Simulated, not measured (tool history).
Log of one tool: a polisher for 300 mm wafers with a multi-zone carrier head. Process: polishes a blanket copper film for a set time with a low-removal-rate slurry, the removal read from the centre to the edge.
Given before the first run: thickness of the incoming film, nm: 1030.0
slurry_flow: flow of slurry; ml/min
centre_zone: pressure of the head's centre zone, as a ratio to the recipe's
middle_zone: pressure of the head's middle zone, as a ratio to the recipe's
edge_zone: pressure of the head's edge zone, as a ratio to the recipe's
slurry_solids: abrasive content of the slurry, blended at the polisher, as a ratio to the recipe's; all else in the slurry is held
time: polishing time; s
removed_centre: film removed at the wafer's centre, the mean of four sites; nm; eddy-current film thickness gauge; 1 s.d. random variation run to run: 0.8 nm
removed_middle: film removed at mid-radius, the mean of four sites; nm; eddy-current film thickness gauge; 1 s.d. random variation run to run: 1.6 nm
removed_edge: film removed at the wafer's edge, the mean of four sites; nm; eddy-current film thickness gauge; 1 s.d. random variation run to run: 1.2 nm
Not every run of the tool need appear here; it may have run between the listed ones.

run 1 hour=0 | slurry_flow=245 centre_zone=1 middle_zone=1 edge_zone=1 slurry_solids=1 time=72 | removed_centre=151.21 removed_middle=151.42 removed_edge=147.62
run 2 hour=5.5 | slurry_flow=245 centre_zone=1.05 middle_zone=1 edge_zone=1 slurry_solids=1 time=72 | removed_centre=159.34 removed_middle=150.28 removed_edge=149.66
run 3 hour=11 | slurry_flow=245 centre_zone=1.05 middle_zone=0.96 edge_zone=1 slurry_solids=1 time=72 | removed_centre=159.84 removed_middle=142.87 removed_edge=146.2
run 4 hour=19.8 | slurry_flow=235 centre_zone=0.99 middle_zone=0.97 edge_zone=0.97 slurry_solids=0.85 time=69 | removed_centre=139.22 removed_middle=134.01 removed_edge=132.18
run 5 hour=20.4 | slurry_flow=225 centre_zone=0.94 middle_zone=0.99 edge_zone=0.96 slurry_solids=0.75 time=66 | removed_centre=122.07 removed_middle=125.85 removed_edge=127.81
run 6 hour=26 | slurry_flow=240 centre_zone=0.92 middle_zone=1.02 edge_zone=0.92 slurry_solids=0.7 time=62 | removed_centre=110.67 removed_middle=121.78 removed_edge=115.44
run 7 hour=30 | slurry_flow=245 centre_zone=0.9 middle_zone=1.03 edge_zone=0.9 slurry_solids=0.65 time=61 | removed_centre=106.82 removed_middle=118.65 removed_edge=112.47
run 8 hour=36.7 | slurry_flow=245 centre_zone=0.88 middle_zone=1.05 edge_zone=0.88 slurry_solids=0.6 time=60 | removed_centre=100.65 removed_middle=119.88 removed_edge=105.01
run 9 hour=41.4 | slurry_flow=240 centre_zone=0.87 middle_zone=1.04 edge_zone=0.87 slurry_solids=0.6 time=60 | removed_centre=100.2 removed_middle=117.28 removed_edge=105.12
run 10 hour=47.2 | slurry_flow=235 centre_zone=0.85 middle_zone=1.04 edge_zone=0.86 slurry_solids=0.6 time=60 | removed_centre=96.474 removed_middle=114.5 removed_edge=105.82

Predict the results of run 11:
run 11 hour=53.7 | slurry_flow=230 centre_zone=0.85 middle_zone=1.05 edge_zone=0.85 slurry_solids=0.6 time=60 | removed_centre=? removed_middle=? removed_edge=?

Logged for run 11: removed_centre 95.469 nm, removed_middle 115.32 nm, removed_edge 108.17 nm.
